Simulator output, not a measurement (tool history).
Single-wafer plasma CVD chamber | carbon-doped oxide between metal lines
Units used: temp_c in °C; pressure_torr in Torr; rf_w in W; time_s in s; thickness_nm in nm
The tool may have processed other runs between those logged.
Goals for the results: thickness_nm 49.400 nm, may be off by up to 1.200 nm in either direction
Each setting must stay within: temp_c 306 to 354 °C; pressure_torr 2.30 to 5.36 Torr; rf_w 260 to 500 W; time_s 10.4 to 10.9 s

run 1 hour=0.0 | temp_c=330 pressure_torr=3.83 rf_w=380 time_s=10.9 | thickness_nm=41.854
run 2 hour=6.0 | temp_c=330 pressure_torr=4.39 rf_w=380 time_s=10.9 | thickness_nm=42.387
run 3 hour=6.9 | temp_c=337 pressure_torr=4.39 rf_w=380 time_s=10.9 | thickness_nm=41.704
run 4 hour=8.7 | temp_c=337 pressure_torr=4.39 rf_w=380 time_s=10.9 | thickness_nm=41.743
run 5 hour=11.1 | temp_c=336 pressure_torr=4.48 rf_w=395 time_s=10.9 | thickness_nm=42.886
run 6 hour=12.8 | temp_c=334 pressure_torr=4.55 rf_w=405 time_s=10.9 | thickness_nm=44.143
-- hour=18.6 thermocouple changed; heater temperature recalibrated
run 7 hour=18.6 | temp_c=333 pressure_torr=4.62 rf_w=415 time_s=10.9 | thickness_nm=46.162
run 8 hour=25.6 | temp_c=332 pressure_torr=4.69 rf_w=415 time_s=10.9 | thickness_nm=46.798

Pick the move, out of 5, that brings all results within their allowed miss; only one does.
run A hour=32.6 | temp_c=331 pressure_torr=4.38 rf_w=425 time_s=10.8 | thickness_nm=?
run B hour=32.6 | temp_c=331 pressure_torr=4.57 rf_w=435 time_s=10.7 | thickness_nm=?
run C hour=32.6 | temp_c=327 pressure_torr=5.17 rf_w=430 time_s=10.9 | thickness_nm=?
run D hour=32.6 | temp_c=336 pressure_torr=5.36 rf_w=420 time_s=10.6 | thickness_nm=?
run E hour=32.6 | temp_c=336 pressure_torr=4.86 rf_w=420 time_s=10.8 | thickness_nm=?

move=A thickness_nm=46.741
move=B thickness_nm=47.334
move=C thickness_nm=49.371
move=D thickness_nm=45.815
move=E thickness_nm=46.075
A: about the same distance from the targets as the last run
B: gains on the last run, yet a result remains outside its allowed miss
C: all results in spec
D: moves away from the targets compared with the last run
E: moves away from the targets compared with the last run
Move C is the one to make.
